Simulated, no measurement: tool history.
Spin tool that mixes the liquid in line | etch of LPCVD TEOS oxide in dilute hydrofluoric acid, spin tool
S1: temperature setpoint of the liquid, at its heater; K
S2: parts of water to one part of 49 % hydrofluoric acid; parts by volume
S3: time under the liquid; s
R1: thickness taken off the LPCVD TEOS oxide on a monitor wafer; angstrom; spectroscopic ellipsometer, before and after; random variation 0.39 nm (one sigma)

run  hour      S1   S2  S3      R1
  1     0  299.15  115  65  179.66
  2   2.7  300.15  110  65  199.45
  3   7.7  300.65  105  65  212.12
  4  16.1  300.65   85  65  264.03
  5  19.7  304.15   85  65  301.18
  6  25.3  304.65   80  65  329.04

Forecast run 7:
  7  32.4  305.15  80  65   ?

Run 7 gave R1 339.78 angstrom.

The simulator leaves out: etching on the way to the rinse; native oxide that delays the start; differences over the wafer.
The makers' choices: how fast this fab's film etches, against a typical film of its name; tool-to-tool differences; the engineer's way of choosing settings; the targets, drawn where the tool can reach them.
